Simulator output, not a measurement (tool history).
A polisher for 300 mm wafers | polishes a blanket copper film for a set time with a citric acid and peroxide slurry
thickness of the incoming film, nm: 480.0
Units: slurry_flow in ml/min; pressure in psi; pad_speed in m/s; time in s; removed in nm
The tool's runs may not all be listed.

run 1 hour=0.0 | slurry_flow=230 pressure=2.5 pad_speed=0.78 slurry_solids=1.00 time=43 | removed=50.243
run 2 hour=4.5 | slurry_flow=230 pressure=2.5 pad_speed=0.78 slurry_solids=0.80 time=43 | removed=48.931
run 3 hour=11.0 | slurry_flow=230 pressure=2.5 pad_speed=0.78 slurry_solids=1.00 time=43 | removed=50.355
run 4 hour=19.1 | slurry_flow=230 pressure=2.2 pad_speed=0.78 slurry_solids=1.00 time=43 | removed=45.573
run 5 hour=24.9 | slurry_flow=180 pressure=2.2 pad_speed=0.78 slurry_solids=1.00 time=43 | removed=44.614
run 6 hour=27.0 | slurry_flow=180 pressure=2.2 pad_speed=0.78 slurry_solids=0.85 time=43 | removed=42.498
run 7 hour=33.2 | slurry_flow=180 pressure=2.0 pad_speed=0.78 slurry_solids=0.85 time=43 | removed=40.459
run 8 hour=37.7 | slurry_flow=180 pressure=1.8 pad_speed=0.78 slurry_solids=0.85 time=43 | removed=36.351
run 9 hour=45.4 | slurry_flow=180 pressure=1.7 pad_speed=0.78 slurry_solids=0.85 time=43 | removed=35.237

The next listed run, before its measurement:
run 10 hour=50.7 | slurry_flow=180 pressure=1.6 pad_speed=0.78 slurry_solids=0.85 time=43 | removed=?

{"run 10": {"removed": 34.158}}
